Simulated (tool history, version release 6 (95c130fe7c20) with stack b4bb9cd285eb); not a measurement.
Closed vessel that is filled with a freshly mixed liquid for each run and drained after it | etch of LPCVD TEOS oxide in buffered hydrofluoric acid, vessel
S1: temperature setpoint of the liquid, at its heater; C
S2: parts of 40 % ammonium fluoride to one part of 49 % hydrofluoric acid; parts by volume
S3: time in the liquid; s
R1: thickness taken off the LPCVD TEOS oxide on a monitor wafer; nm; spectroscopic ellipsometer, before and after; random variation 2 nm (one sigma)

run	day	S1	S2	S3	R1
1	0.000	24.0	14.5	90	149.88
2	0.329	24.0	17.5	90	124.30
3	0.362	24.0	14.0	90	154.61
4	0.529	26.0	13.5	90	178.02
5	0.808	28.5	13.5	90	202.61
6	1.171	25.0	13.5	90	167.08

Run 7 comes next. What will it give?
7	1.242	29.0	12.5	90	?

{"run 7": {"R1": 222.74}}
